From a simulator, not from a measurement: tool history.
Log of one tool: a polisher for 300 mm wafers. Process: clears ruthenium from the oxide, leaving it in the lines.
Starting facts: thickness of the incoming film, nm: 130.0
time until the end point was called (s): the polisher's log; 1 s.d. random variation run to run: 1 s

run	day	flow of slurry (ml/min)	pressure of the wafer on the pad (kPa)	speed of the pad under the wafer (m/s)	overpolish time after the end point (s)	time until the end point was called (s)
1	0	245	15.9	0.98	8	108.31
2	0.296	245	16.5	0.98	8	102.83
3	0.442	245	16.5	0.8	8	126.93
4	0.779	245	16.5	0.58	8	166.37
5	1.008	295	16.5	0.58	8	167.8
6	1.362	295	13.8	0.58	8	201.89
7	1.583	295	13.8	0.58	8	201.86
8	1.662	295	16.5	0.62	8	161.79
9	1.896	295	18.6	0.66	8	131.2
10	2.042	295	20	0.68	8	122.33

Run 11 is up next; what results do you expect?
11	2.346	300	24.1	0.9	8	?

{"run 11": {"time until the end point was called (s)": 76.203}}

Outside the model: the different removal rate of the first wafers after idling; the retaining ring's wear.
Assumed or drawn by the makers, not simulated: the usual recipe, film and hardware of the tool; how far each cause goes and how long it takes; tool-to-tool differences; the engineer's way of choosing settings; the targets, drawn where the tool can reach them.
